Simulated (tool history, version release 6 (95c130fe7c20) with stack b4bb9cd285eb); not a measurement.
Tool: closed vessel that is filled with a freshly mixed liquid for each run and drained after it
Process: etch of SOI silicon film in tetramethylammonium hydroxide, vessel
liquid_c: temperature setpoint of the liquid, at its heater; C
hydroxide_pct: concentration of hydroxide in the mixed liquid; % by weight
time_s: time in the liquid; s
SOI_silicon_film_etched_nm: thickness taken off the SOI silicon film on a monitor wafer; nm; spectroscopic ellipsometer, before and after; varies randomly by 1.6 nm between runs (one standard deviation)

| run | day | liquid_c | hydroxide_pct | time_s | SOI_silicon_film_etched_nm |
|---|---|---|---|---|---|
| 1 | 0 | 70 | 9 | 90 | 633.87 |
| 2 | 0.375 | 70 | 9 | 95 | 665.09 |
| 3 | 0.617 | 75.5 | 9 | 95 | 922.28 |
| 4 | 0.733 | 71 | 9 | 95 | 707.19 |
| 5 | 1.021 | 68 | 9 | 95 | 595.62 |
| 6 | 1.142 | 68 | 9 | 90 | 559.28 |
| 7 | 1.254 | 66 | 9 | 90 | 499.29 |
| 8 | 1.567 | 64.5 | 9 | 90 | 454.03 |

What will run 9 give?
| 9 | 1.767 | 61 | 9 | 90 | ? |

Run 9 gave SOI_silicon_film_etched_nm 369.71 nm.
